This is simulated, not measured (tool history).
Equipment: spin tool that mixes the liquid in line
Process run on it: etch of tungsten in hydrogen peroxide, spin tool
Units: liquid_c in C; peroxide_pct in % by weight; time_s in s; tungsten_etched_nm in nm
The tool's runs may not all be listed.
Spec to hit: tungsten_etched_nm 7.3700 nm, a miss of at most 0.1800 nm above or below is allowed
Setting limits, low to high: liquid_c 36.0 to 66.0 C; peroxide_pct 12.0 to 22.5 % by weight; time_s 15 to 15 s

Run 1, hour 0.0: liquid_c 52.0 C, peroxide_pct 15.5 % by weight, time_s 15 s. Result: tungsten_etched_nm 12.9250 nm.
Run 2, hour 8.1: liquid_c 49.5 C, peroxide_pct 15.5 % by weight, time_s 15 s. Result: tungsten_etched_nm 11.1240 nm.
Run 3, hour 10.2: liquid_c 49.5 C, peroxide_pct 15.5 % by weight, time_s 15 s. Result: tungsten_etched_nm 11.0620 nm.
Run 4, hour 17.2: liquid_c 49.5 C, peroxide_pct 13.5 % by weight, time_s 15 s. Result: tungsten_etched_nm 10.2920 nm.
Run 5, hour 19.3: liquid_c 49.5 C, peroxide_pct 16.5 % by weight, time_s 15 s. Result: tungsten_etched_nm 11.3990 nm.
Run 6, hour 27.6: liquid_c 47.5 C, peroxide_pct 16.5 % by weight, time_s 15 s. Result: tungsten_etched_nm 10.0920 nm.
Run 7, hour 28.2: liquid_c 46.0 C, peroxide_pct 16.5 % by weight, time_s 15 s. Result: tungsten_etched_nm 9.1990 nm.
Run 8, hour 29.5: liquid_c 45.0 C, peroxide_pct 16.5 % by weight, time_s 15 s. Result: tungsten_etched_nm 8.6684 nm.
Run 9, hour 30.6: liquid_c 44.5 C, peroxide_pct 16.5 % by weight, time_s 15 s. Result: tungsten_etched_nm 8.4011 nm.
Run 10, hour 34.1: liquid_c 44.0 C, peroxide_pct 16.5 % by weight, time_s 15 s. Result: tungsten_etched_nm 8.1120 nm.
Run 11, hour 37.1: liquid_c 43.5 C, peroxide_pct 16.5 % by weight, time_s 15 s. Result: tungsten_etched_nm 7.8717 nm.
Run 12, hour 43.2: liquid_c 43.0 C, peroxide_pct 16.5 % by weight, time_s 15 s. Result: tungsten_etched_nm 7.6067 nm.

Next run, 5 choices. One meets every target within its allowed miss, the rest don't. Which?
Run A, hour 49.3: liquid_c 41.5 C, peroxide_pct 17.0 % by weight, time_s 15 s. Result: tungsten_etched_nm ?.
Run B, hour 49.3: liquid_c 42.5 C, peroxide_pct 18.5 % by weight, time_s 15 s. Result: tungsten_etched_nm ?.
Run C, hour 49.3: liquid_c 41.5 C, peroxide_pct 19.0 % by weight, time_s 15 s. Result: tungsten_etched_nm ?.
Run D, hour 49.3: liquid_c 43.0 C, peroxide_pct 14.0 % by weight, time_s 15 s. Result: tungsten_etched_nm ?.
Run E, hour 49.3: liquid_c 43.0 C, peroxide_pct 18.0 % by weight, time_s 15 s. Result: tungsten_etched_nm ?.

move  tungsten_etched_nm
   A              7.0287
   B              7.8189
   C              7.4307
   D              7.0229
   E              7.9632
A: takes the biggest miss from the last run beyond its target
B: lands further from the targets than the last run did
C: each result inside its tolerance
D: takes the biggest miss from the last run beyond its target
E: lands further from the targets than the last run did
The right move is C.

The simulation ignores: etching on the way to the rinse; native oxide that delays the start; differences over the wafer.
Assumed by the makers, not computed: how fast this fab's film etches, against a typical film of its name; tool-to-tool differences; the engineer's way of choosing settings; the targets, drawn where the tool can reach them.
